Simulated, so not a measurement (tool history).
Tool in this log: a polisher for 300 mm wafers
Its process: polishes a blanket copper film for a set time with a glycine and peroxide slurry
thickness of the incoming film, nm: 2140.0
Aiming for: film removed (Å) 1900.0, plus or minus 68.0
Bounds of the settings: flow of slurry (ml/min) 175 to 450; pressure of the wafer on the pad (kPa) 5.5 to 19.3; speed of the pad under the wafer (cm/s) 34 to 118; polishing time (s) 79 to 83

| run | hour | flow of slurry (ml/min) | pressure of the wafer on the pad (kPa) | speed of the pad under the wafer (cm/s) | polishing time (s) | film removed (Å) |
|---|---|---|---|---|---|---|
| 1 | 0.0 | 290 | 12.4 | 76 | 79 | 2200.5 |
| 2 | 2.7 | 290 | 12.4 | 90 | 79 | 2489.0 |
| 3 | 10.4 | 290 | 11.7 | 90 | 79 | 2323.2 |
| 4 | 17.5 | 290 | 11.0 | 90 | 79 | 2269.9 |
| 5 | 24.6 | 290 | 10.3 | 90 | 79 | 2132.0 |
| 6 | 27.8 | 250 | 10.3 | 90 | 79 | 2123.9 |
| 7 | 28.4 | 250 | 9.7 | 90 | 79 | 2002.3 |
|  | 34.9 | slurry nozzle cleaned |
| 8 | 34.9 | 250 | 9.0 | 90 | 79 | 2028.1 |
| 9 | 35.9 | 250 | 9.0 | 90 | 79 | 1973.1 |

Which single option among these 5 for the next run brings every result within its allowed miss of target? Just one does.
| A | 36.9 | 270 | 6.2 | 90 | 83 | ? |
| B | 36.9 | 335 | 7.6 | 106 | 81 | ? |
| C | 36.9 | 225 | 8.3 | 86 | 82 | ? |
| D | 36.9 | 215 | 8.3 | 84 | 80 | ? |
| E | 36.9 | 255 | 7.6 | 84 | 82 | ? |

| move | film removed (Å) |
|---|---|
| A | 1684.0 |
| B | 2095.1 |
| C | 1870.6 |
| D | 1786.5 |
| E | 1777.8 |
A: pushes the last run's worst result past its target
B: further off than the last run
C: hits every target within its allowed miss
D: pushes the last run's worst result past its target
E: pushes the last run's worst result past its target
So the answer is move C, the one that meets all the targets.
